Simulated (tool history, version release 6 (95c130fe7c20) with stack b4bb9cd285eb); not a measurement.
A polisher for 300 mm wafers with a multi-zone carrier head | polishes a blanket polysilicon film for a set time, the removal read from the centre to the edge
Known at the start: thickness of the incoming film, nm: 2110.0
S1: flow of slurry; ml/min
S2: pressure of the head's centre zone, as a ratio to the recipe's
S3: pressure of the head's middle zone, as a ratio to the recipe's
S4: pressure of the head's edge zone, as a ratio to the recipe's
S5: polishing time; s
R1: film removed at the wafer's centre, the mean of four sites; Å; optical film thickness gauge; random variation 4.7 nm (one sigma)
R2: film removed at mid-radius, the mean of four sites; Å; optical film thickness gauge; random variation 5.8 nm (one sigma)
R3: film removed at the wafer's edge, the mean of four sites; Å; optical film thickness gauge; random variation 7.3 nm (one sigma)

{"run": 1, "hour": 0.0, "S1": 165, "S2": 1.0, "S3": 1.0, "S4": 1.0, "S5": 75, "R1": 4893.0, "R2": 4825.7, "R3": 4820.6}
{"run": 2, "hour": 3.4, "S1": 140, "S2": 1.0, "S3": 1.0, "S4": 1.0, "S5": 75, "R1": 4703.7, "R2": 4732.7, "R3": 4734.1}
{"run": 3, "hour": 6.6, "S1": 160, "S2": 1.01, "S3": 1.03, "S4": 1.03, "S5": 76, "R1": 5005.1, "R2": 5115.9, "R3": 4872.1}
{"run": 4, "hour": 11.7, "S1": 160, "S2": 1.01, "S3": 1.03, "S4": 1.11, "S5": 76, "R1": 4972.7, "R2": 5016.1, "R3": 5060.0}
{"run": 5, "hour": 12.4, "S1": 160, "S2": 1.01, "S3": 1.03, "S4": 1.11, "S5": 91, "R1": 5936.6, "R2": 6074.8, "R3": 5927.8}
{"run": 6, "hour": 19.8, "S1": 160, "S2": 1.01, "S3": 1.03, "S4": 1.04, "S5": 91, "R1": 5988.5, "R2": 6004.8, "R3": 5777.3}

Forecast run 7:
{"run": 7, "hour": 25.0, "S1": 155, "S2": 1.01, "S3": 1.03, "S4": 1.03, "S5": 91, "R1": "?", "R2": "?", "R3": "?"}

{"run 7": {"R1": 5964.2, "R2": 6036.9, "R3": 5735.5}}
